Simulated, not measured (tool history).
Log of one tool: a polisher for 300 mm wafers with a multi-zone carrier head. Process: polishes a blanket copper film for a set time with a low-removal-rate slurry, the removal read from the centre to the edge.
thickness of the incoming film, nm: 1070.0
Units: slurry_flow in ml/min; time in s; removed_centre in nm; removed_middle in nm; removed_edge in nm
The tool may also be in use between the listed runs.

{"run": 1, "hour": 0.0, "slurry_flow": 305, "centre_zone": 1, "middle_zone": 1, "edge_zone": 1, "slurry_solids": 1, "time": 34, "removed_centre": 78.509, "removed_middle": 78.867, "removed_edge": 77.478}
{"run": 2, "hour": 3.5, "slurry_flow": 305, "centre_zone": 0.99, "middle_zone": 1.01, "edge_zone": 1, "slurry_solids": 1, "time": 34, "removed_centre": 78.157, "removed_middle": 76.622, "removed_edge": 80.575}
{"run": 3, "hour": 5.1, "slurry_flow": 305, "centre_zone": 0.99, "middle_zone": 1.01, "edge_zone": 0.93, "slurry_solids": 1, "time": 34, "removed_centre": 77.604, "removed_middle": 78.824, "removed_edge": 74.216}
{"run": 4, "hour": 6.4, "slurry_flow": 305, "centre_zone": 0.99, "middle_zone": 1.01, "edge_zone": 0.93, "slurry_solids": 1, "time": 28, "removed_centre": 64.395, "removed_middle": 65.627, "removed_edge": 63.307}
{"run": 5, "hour": 6.9, "slurry_flow": 305, "centre_zone": 0.99, "middle_zone": 1.01, "edge_zone": 0.96, "slurry_solids": 1, "time": 28, "removed_centre": 65.074, "removed_middle": 64.618, "removed_edge": 63.705}
{"run": 6, "hour": 11.7, "slurry_flow": 305, "centre_zone": 1.06, "middle_zone": 1.01, "edge_zone": 0.96, "slurry_solids": 1, "time": 28, "removed_centre": 67.871, "removed_middle": 65.072, "removed_edge": 63.41}
{"run": 7, "hour": 18.3, "slurry_flow": 310, "centre_zone": 0.96, "middle_zone": 1.11, "edge_zone": 1.06, "slurry_solids": 1.25, "time": 29, "removed_centre": 67.936, "removed_middle": 73.159, "removed_edge": 72.237}
{"run": 8, "hour": 26.3, "slurry_flow": 310, "centre_zone": 0.95, "middle_zone": 1.12, "edge_zone": 1.06, "slurry_solids": 1.25, "time": 29, "removed_centre": 66.304, "removed_middle": 74.724, "removed_edge": 72.433}
{"run": 9, "hour": 34.0, "slurry_flow": 310, "centre_zone": 0.95, "middle_zone": 1.13, "edge_zone": 1.06, "slurry_solids": 1.25, "time": 29, "removed_centre": 67.73, "removed_middle": 74.554, "removed_edge": 73.842}

Forecast run 10:
{"run": 10, "hour": 40.4, "slurry_flow": 310, "centre_zone": 0.94, "middle_zone": 1.14, "edge_zone": 1.05, "slurry_solids": 1.25, "time": 29, "removed_centre": "?", "removed_middle": "?", "removed_edge": "?"}

removed_centre: 66.841 nm
removed_middle: 74.694 nm
removed_edge: 71.791 nm
